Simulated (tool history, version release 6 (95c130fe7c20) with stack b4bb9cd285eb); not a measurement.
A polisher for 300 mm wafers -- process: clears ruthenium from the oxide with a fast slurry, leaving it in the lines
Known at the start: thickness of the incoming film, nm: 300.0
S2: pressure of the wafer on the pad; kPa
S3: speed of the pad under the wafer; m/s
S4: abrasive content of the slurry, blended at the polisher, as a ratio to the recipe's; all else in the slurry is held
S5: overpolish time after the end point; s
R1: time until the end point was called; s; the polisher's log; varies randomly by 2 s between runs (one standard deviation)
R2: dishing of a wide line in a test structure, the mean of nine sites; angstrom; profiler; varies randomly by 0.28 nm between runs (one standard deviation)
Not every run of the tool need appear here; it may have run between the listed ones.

run 1 hour=0 | flow_of_slurry_(ml/min)=280 S2=21.4 S3=0.96 S4=1 S5=9 | R1=94.012 R2=246.72
run 2 hour=6.6 | flow_of_slurry_(ml/min)=280 S2=26.2 S3=0.96 S4=1 S5=9 | R1=76.78 R2=294.23
run 3 hour=11.8 | flow_of_slurry_(ml/min)=230 S2=26.2 S3=0.96 S4=1 S5=9 | R1=78.055 R2=294.32
run 4 hour=17.1 | flow_of_slurry_(ml/min)=230 S2=24.1 S3=0.96 S4=1 S5=10 | R1=84.184 R2=292.67
run 5 hour=25.4 | flow_of_slurry_(ml/min)=230 S2=24.1 S3=0.82 S4=1 S5=10 | R1=97.595 R2=258.86
run 6 hour=31 | flow_of_slurry_(ml/min)=230 S2=24.1 S3=0.82 S4=0.8 S5=10 | R1=119.83 R2=217.01
run 7 hour=33.6 | flow_of_slurry_(ml/min)=230 S2=24.1 S3=0.82 S4=0.8 S5=10 | R1=119.83 R2=214.09

Run 8, settings as shown, results not yet in. Your forecast:
run 8 hour=35 | flow_of_slurry_(ml/min)=230 S2=23.4 S3=0.82 S4=0.8 S5=11 | R1=? R2=?

Run 8 came out at R1 122.63 s, R2 230.06 angstrom.
